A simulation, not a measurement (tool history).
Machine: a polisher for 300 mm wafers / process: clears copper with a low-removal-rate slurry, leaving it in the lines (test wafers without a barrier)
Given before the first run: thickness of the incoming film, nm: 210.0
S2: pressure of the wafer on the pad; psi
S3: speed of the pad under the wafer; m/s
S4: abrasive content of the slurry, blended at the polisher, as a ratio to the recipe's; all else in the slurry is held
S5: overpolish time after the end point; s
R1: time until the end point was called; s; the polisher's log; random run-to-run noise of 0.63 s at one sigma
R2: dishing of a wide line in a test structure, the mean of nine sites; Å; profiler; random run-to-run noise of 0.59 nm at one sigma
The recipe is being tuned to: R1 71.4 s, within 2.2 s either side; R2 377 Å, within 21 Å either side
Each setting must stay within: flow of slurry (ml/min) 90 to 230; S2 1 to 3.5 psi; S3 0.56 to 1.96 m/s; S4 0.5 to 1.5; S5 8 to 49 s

{"run": 1, "hour": 0.0, "flow of slurry (ml/min)": 150, "S2": 2.2, "S3": 1.26, "S4": 1, "S5": 25, "R1": 52.21, "R2": 514.25}
{"run": 2, "hour": 3.4, "flow of slurry (ml/min)": 150, "S2": 2.2, "S3": 1.26, "S4": 1, "S5": 31, "R1": 52.371, "R2": 609.99}
{"run": 3, "hour": 10.2, "flow of slurry (ml/min)": 150, "S2": 2.2, "S3": 1.26, "S4": 1, "S5": 26, "R1": 52.395, "R2": 547.24}
{"run": 4, "hour": 18.8, "flow of slurry (ml/min)": 150, "S2": 2.2, "S3": 1.26, "S4": 1, "S5": 16, "R1": 51.198, "R2": 379.33}
{"run": 5, "hour": 22.6, "flow of slurry (ml/min)": 150, "S2": 2.6, "S3": 1.26, "S4": 1, "S5": 16, "R1": 44.562, "R2": 424.7}
{"run": 6, "hour": 27.6, "flow of slurry (ml/min)": 150, "S2": 2.9, "S3": 1.26, "S4": 1, "S5": 16, "R1": 40.525, "R2": 473.75}
{"run": 7, "hour": 35.0, "flow of slurry (ml/min)": 145, "S2": 2.6, "S3": 1.26, "S4": 1, "S5": 18, "R1": 45.612, "R2": 471.23}
{"run": 8, "hour": 38.0, "flow of slurry (ml/min)": 135, "S2": 2.4, "S3": 1.26, "S4": 1, "S5": 18, "R1": 49.473, "R2": 428.88}
{"run": 9, "hour": 41.7, "flow of slurry (ml/min)": 130, "S2": 2.2, "S3": 1.26, "S4": 1, "S5": 19, "R1": 54.175, "R2": 415.08}
{"run": 10, "hour": 47.4, "flow of slurry (ml/min)": 125, "S2": 2.1, "S3": 1.26, "S4": 1, "S5": 20, "R1": 56.357, "R2": 402.3}
{"run": 11, "hour": 50.4, "flow of slurry (ml/min)": 120, "S2": 2, "S3": 1.26, "S4": 1, "S5": 21, "R1": 60.218, "R2": 407.98}
{"run": 12, "hour": 54.2, "flow of slurry (ml/min)": 115, "S2": 1.9, "S3": 1.26, "S4": 1, "S5": 21, "R1": 63.233, "R2": 396.27}
{"run": 13, "hour": 58.9, "flow of slurry (ml/min)": 110, "S2": 1.9, "S3": 1.26, "S4": 1, "S5": 21, "R1": 64.371, "R2": 396.6}
{"run": 14, "hour": 65.9, "flow of slurry (ml/min)": 110, "S2": 1.9, "S3": 1.26, "S4": 1, "S5": 21, "R1": 63.336, "R2": 386.93}
{"run": 15, "hour": 71.6, "flow of slurry (ml/min)": 105, "S2": 1.9, "S3": 1.26, "S4": 1, "S5": 21, "R1": 64.116, "R2": 377.78}
{"run": 16, "hour": 74.9, "flow of slurry (ml/min)": 95, "S2": 1.7, "S3": 1.26, "S4": 1, "S5": 25, "R1": 73.932, "R2": 390.77}

Exercise: of the 5 proposed moves below, exactly one satisfies all targets within the stated allowed misses. Which move is it?
{"run": "A", "hour": 78.2, "flow of slurry (ml/min)": 110, "S2": 1.6, "S3": 1.22, "S4": 0.95, "S5": 29, "R1": "?", "R2": "?"}
{"run": "B", "hour": 78.2, "flow of slurry (ml/min)": 90, "S2": 1.7, "S3": 1.4, "S4": 0.95, "S5": 23, "R1": "?", "R2": "?"}
{"run": "C", "hour": 78.2, "flow of slurry (ml/min)": 120, "S2": 1.7, "S3": 1.02, "S4": 1.25, "S5": 27, "R1": "?", "R2": "?"}
{"run": "D", "hour": 78.2, "flow of slurry (ml/min)": 90, "S2": 1.6, "S3": 1.36, "S4": 0.75, "S5": 28, "R1": "?", "R2": "?"}
{"run": "E", "hour": 78.2, "flow of slurry (ml/min)": 95, "S2": 1.9, "S3": 1.02, "S4": 1.05, "S5": 29, "R1": "?", "R2": "?"}

move=A R1=77.594 R2=413.97
move=B R1=70.533 R2=375.3
move=C R1=77.21 R2=396.16
move=D R1=79.702 R2=395.11
move=E R1=77.301 R2=422.74
A: moves away from the targets compared with the last run
B: each result inside its tolerance
C: moves away from the targets compared with the last run
D: moves away from the targets compared with the last run
E: moves away from the targets compared with the last run
The right move is B.
